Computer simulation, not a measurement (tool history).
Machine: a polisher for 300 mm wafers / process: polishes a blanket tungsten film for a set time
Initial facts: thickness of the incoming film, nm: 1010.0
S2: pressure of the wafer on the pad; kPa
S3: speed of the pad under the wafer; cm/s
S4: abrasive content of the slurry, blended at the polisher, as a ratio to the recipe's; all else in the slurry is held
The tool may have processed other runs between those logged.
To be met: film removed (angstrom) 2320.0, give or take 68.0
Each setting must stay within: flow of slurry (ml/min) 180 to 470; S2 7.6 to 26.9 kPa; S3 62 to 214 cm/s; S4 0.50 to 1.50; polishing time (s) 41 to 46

Run 1, hour 0.0: flow of slurry (ml/min) 300, S2 17.2 kPa, S3 138 cm/s, S4 1.00, polishing time (s) 46. Result: film removed (angstrom) 1657.8.
Run 2, hour 6.3: flow of slurry (ml/min) 300, S2 18.6 kPa, S3 138 cm/s, S4 1.00, polishing time (s) 46. Result: film removed (angstrom) 1808.2.
Run 3, hour 11.5: flow of slurry (ml/min) 300, S2 18.6 kPa, S3 138 cm/s, S4 1.00, polishing time (s) 41. Result: film removed (angstrom) 1615.3.
Run 4, hour 19.0: flow of slurry (ml/min) 300, S2 18.6 kPa, S3 138 cm/s, S4 1.00, polishing time (s) 41. Result: film removed (angstrom) 1602.5.
Run 5, hour 24.2: flow of slurry (ml/min) 300, S2 18.6 kPa, S3 138 cm/s, S4 1.15, polishing time (s) 41. Result: film removed (angstrom) 1657.0.
Run 6, hour 30.9: flow of slurry (ml/min) 300, S2 20.0 kPa, S3 138 cm/s, S4 1.15, polishing time (s) 41. Result: film removed (angstrom) 1797.3.
Run 7, hour 33.8: flow of slurry (ml/min) 305, S2 24.8 kPa, S3 140 cm/s, S4 1.15, polishing time (s) 41. Result: film removed (angstrom) 2254.1.
Run 8, hour 34.9: flow of slurry (ml/min) 305, S2 24.8 kPa, S3 140 cm/s, S4 1.15, polishing time (s) 41. Result: film removed (angstrom) 2242.0.

Which of these 5 next moves meets every target?
Run A, hour 36.0: flow of slurry (ml/min) 370, S2 22.8 kPa, S3 136 cm/s, S4 1.20, polishing time (s) 42. Result: film removed (angstrom) ?.
Run B, hour 36.0: flow of slurry (ml/min) 365, S2 24.1 kPa, S3 116 cm/s, S4 1.40, polishing time (s) 43. Result: film removed (angstrom) ?.
Run C, hour 36.0: flow of slurry (ml/min) 290, S2 26.9 kPa, S3 120 cm/s, S4 1.20, polishing time (s) 43. Result: film removed (angstrom) ?.
Run D, hour 36.0: flow of slurry (ml/min) 290, S2 22.8 kPa, S3 142 cm/s, S4 1.15, polishing time (s) 42. Result: film removed (angstrom) ?.
Run E, hour 36.0: flow of slurry (ml/min) 240, S2 20.0 kPa, S3 142 cm/s, S4 1.45, polishing time (s) 43. Result: film removed (angstrom) ?.

move  film removed (angstrom)
   A                   2117.5
   B                   2156.3
   C                   2315.3
   D                   2119.7
   E                   2003.9
A: moves away from the targets compared with the last run
B: moves away from the targets compared with the last run
C: in spec on every target
D: moves away from the targets compared with the last run
E: moves away from the targets compared with the last run
The right move is C.

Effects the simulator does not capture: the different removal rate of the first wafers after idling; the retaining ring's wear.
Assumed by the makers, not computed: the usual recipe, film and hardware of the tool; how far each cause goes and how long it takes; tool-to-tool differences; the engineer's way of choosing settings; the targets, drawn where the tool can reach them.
